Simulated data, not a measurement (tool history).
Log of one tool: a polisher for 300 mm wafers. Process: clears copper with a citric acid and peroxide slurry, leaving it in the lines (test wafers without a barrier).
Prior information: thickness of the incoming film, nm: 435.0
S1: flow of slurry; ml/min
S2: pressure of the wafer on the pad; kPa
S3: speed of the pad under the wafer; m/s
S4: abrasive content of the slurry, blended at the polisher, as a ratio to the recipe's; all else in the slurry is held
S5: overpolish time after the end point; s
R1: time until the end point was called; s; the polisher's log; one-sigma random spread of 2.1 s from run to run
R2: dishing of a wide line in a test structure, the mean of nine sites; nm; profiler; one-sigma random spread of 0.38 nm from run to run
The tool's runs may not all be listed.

| run | hour | S1 | S2 | S3 | S4 | S5 | R1 | R2 |
|---|---|---|---|---|---|---|---|---|
| 1 | 0.0 | 225 | 29.0 | 0.96 | 1.0 | 18 | 191.44 | 21.223 |
| 2 | 6.2 | 270 | 29.0 | 0.96 | 1.0 | 18 | 188.04 | 21.385 |
| 3 | 6.8 | 270 | 29.0 | 0.82 | 1.0 | 18 | 211.15 | 20.241 |
| 4 | 9.2 | 270 | 29.0 | 1.04 | 1.0 | 18 | 177.16 | 22.197 |
| 5 | 10.2 | 270 | 29.0 | 1.04 | 1.0 | 14 | 170.50 | 19.157 |
| 6 | 14.8 | 270 | 29.0 | 1.04 | 0.9 | 14 | 177.74 | 18.922 |
| 7 | 18.1 | 255 | 37.2 | 1.08 | 0.8 | 23 | 151.32 | 27.001 |

Predict the results of run 8:
| 8 | 20.2 | 260 | 45.5 | 1.12 | 0.8 | 23 | ? | ? |

{"run 8": {"R1": 120.21, "R2": 29.262}}
